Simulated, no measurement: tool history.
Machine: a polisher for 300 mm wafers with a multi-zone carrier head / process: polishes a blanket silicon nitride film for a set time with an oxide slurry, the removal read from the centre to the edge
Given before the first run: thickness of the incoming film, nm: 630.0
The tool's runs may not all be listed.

run  hour  flow of slurry (ml/min)  pressure of the head's centre zone  pressure of the head's middle zone  pressure of the head's edge zone  abrasive content of the slurry  polishing time (s)  film removed at the wafer's centre (nm)  film removed at mid-radius (nm)  film removed at the wafer's edge (nm)
  1     0                      295                                   1                                   1                                 1                               1                  63                                   37.442                           41.959                                 40.242
  2   0.9                      295                                1.01                                   1                              0.97                            0.95                  63                                   37.372                           40.664                                 39.637
  3   3.1                      295                                1.01                                   1                              0.97                            0.75                  63                                   33.536                           36.797                                 34.883
  4  10.5                      295                                1.03                                1.01                              0.95                            0.75                  63                                   33.149                           36.944                                  34.58
  5  12.5                      295                                1.03                                1.01                              0.95                            0.55                  63                                   28.275                           31.648                                 29.359
  6  16.8                      295                                1.03                                1.05                              0.95                            0.55                  63                                    28.45                           32.373                                  29.42
  7  18.8                      305                                1.06                                1.06                              0.96                             0.6                  63                                   31.194                           34.262                                 31.423
     27.5  -- centre zone pressure recalibrated
  8  27.5                      390                                1.14                                1.08                              0.92                             0.6                  63                                   36.225                           35.956                                 30.919
  9  30.1                      390                                1.14                                1.08                              0.94                             0.6                  63                                   36.716                           35.895                                 31.085
 10  38.1                      385                                1.13                                1.08                              0.96                             0.6                  63                                   36.691                           35.897                                  31.73
 11  42.4                      385                                1.12                                1.08                              0.97                             0.6                  63                                   36.489                           35.537                                 32.094
 12  50.1                      385                                1.11                                1.09                              0.97                             0.6                  63                                   36.464                           35.704                                 31.837

Estimate the outcome of run 13 from the log above:
 13  54.8                      380                                 1.1                                 1.1                              0.98                             0.6                  63                                        ?                                ?                                      ?

film removed at the wafer's centre (nm): 35.917
film removed at mid-radius (nm): 36.921
film removed at the wafer's edge (nm): 31.911
